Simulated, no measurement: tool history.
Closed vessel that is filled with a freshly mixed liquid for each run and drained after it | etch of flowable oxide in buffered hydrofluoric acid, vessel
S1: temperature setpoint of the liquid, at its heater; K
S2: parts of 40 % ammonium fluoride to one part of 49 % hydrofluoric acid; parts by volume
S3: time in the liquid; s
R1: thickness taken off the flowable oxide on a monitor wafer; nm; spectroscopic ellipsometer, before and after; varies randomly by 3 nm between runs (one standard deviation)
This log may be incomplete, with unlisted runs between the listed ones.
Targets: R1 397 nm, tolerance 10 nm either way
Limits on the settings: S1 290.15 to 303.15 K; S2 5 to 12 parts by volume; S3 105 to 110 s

Run 1, day 0: S1 295.15 K, S2 7 parts by volume, S3 105 s. Result: R1 635.14 nm.
Run 2, day 0.271: S1 295.15 K, S2 9 parts by volume, S3 105 s. Result: R1 475.16 nm.
Run 3, day 0.496: S1 295.15 K, S2 8 parts by volume, S3 105 s. Result: R1 539.85 nm.
Run 4, day 0.604: S1 296.65 K, S2 8 parts by volume, S3 105 s. Result: R1 591.72 nm.
Run 5, day 0.758: S1 296.65 K, S2 8.5 parts by volume, S3 105 s. Result: R1 556.67 nm.
Run 6, day 1.129: S1 296.65 K, S2 8.5 parts by volume, S3 110 s. Result: R1 578.81 nm.
Run 7, day 1.258: S1 296.65 K, S2 8.5 parts by volume, S3 110 s. Result: R1 581.62 nm.
Run 8, day 1.35: S1 294.65 K, S2 8.5 parts by volume, S3 110 s. Result: R1 520.87 nm.
Run 9, day 1.562: S1 293.15 K, S2 8.5 parts by volume, S3 110 s. Result: R1 480.9 nm.
Run 10, day 1.646: S1 293.15 K, S2 8.5 parts by volume, S3 110 s. Result: R1 474.05 nm.
Run 11, day 1.9: S1 293.15 K, S2 8.5 parts by volume, S3 110 s. Result: R1 477.35 nm.

Consider the 5 candidate settings below. Which is the only one whose results all fall within their allowed miss of target?
Run A, day 2.154: S1 290.15 K, S2 9 parts by volume, S3 110 s. Result: R1 ?.
Run B, day 2.154: S1 291.65 K, S2 9.5 parts by volume, S3 105 s. Result: R1 ?.
Run C, day 2.154: S1 292.65 K, S2 8.5 parts by volume, S3 105 s. Result: R1 ?.
Run D, day 2.154: S1 293.15 K, S2 10.5 parts by volume, S3 105 s. Result: R1 ?.
Run E, day 2.154: S1 290.65 K, S2 8.5 parts by volume, S3 105 s. Result: R1 ?.

move      R1
   A  381.08
   B  383.24
   C  446.66
   D  385.34
   E   398.4
A: the result that was furthest off in the last run now lies on the other side of its target
B: the result that was furthest off in the last run now lies on the other side of its target
C: moves toward the targets from the last run without getting all of them in spec
D: the result that was furthest off in the last run now lies on the other side of its target
E: every result lands within tolerance
Correct choice: E, which meets every target

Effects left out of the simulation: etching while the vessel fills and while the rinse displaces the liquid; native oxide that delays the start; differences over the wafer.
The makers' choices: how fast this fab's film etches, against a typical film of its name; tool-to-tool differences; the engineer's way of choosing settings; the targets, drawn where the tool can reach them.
